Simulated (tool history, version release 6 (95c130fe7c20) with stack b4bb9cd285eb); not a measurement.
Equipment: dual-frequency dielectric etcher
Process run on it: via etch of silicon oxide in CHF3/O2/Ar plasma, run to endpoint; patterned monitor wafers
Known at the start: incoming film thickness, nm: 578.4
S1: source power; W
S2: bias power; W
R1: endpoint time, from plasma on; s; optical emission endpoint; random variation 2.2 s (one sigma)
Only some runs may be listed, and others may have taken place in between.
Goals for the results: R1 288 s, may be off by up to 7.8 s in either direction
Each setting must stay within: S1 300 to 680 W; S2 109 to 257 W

run  hour   S1   S2      R1
  1     0  490  183  321.53
  2   0.7  510  185  321.24
  3   1.9  510  214  305.67
  4   7.4  430  214  332.75
  5   8.3  450  216  322.91
  6    17  470  218  317.39
  7  21.7  480  220   318.9
  8  23.6  500  222  309.77
  9  24.7  510  224  301.05

4 next moves are on the table. One of them brings every result within its allowed miss. Which?
  A  25.8  480  251   ?
  B  25.8  500  229   ?
  C  25.8  500  232   ?
  D  25.8  550  239   ?

move      R1
   A  304.76
   B  307.81
   C  306.67
   D  292.57
A: lands further from the targets than the last run did
B: lands further from the targets than the last run did
C: lands further from the targets than the last run did
D: hits every target within its allowed miss
So the answer is move D, the one that meets all the targets.

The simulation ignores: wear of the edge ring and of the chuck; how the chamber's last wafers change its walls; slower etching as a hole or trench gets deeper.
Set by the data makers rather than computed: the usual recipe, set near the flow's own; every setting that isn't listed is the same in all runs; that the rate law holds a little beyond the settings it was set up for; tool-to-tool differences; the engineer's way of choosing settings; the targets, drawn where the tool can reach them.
